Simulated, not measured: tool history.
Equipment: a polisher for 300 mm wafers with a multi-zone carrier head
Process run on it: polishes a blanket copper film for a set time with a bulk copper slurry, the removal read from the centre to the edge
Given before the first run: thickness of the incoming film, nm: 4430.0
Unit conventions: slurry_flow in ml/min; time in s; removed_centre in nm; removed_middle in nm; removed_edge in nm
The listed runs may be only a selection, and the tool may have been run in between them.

run	hour	slurry_flow	centre_zone	middle_zone	edge_zone	slurry_solids	time	removed_centre	removed_middle	removed_edge
1	0.0	160	1.00	1.00	1.00	1.00	41	531.92	538.89	519.88
2	1.1	160	1.00	1.00	1.00	0.85	41	511.48	514.89	497.38
3	8.7	150	1.00	0.97	0.96	0.80	41	495.45	484.75	483.08
4	16.5	150	1.00	1.03	0.96	0.80	41	490.12	506.90	484.72
5	22.0	150	1.08	1.03	0.96	0.80	41	544.39	515.53	476.75
6	25.4	140	1.07	1.01	0.93	0.75	41	515.41	491.07	465.33
7	26.9	135	1.07	0.99	0.91	0.70	41	495.52	473.61	456.89
8	33.1	110	1.10	0.93	0.82	0.60	41	471.56	406.72	394.78

Forecast run 9:
9	34.5	120	1.08	0.93	0.84	0.60	41	?	?	?

{"run 9": {"removed_centre": 472.59, "removed_middle": 417.35, "removed_edge": 407.95}}
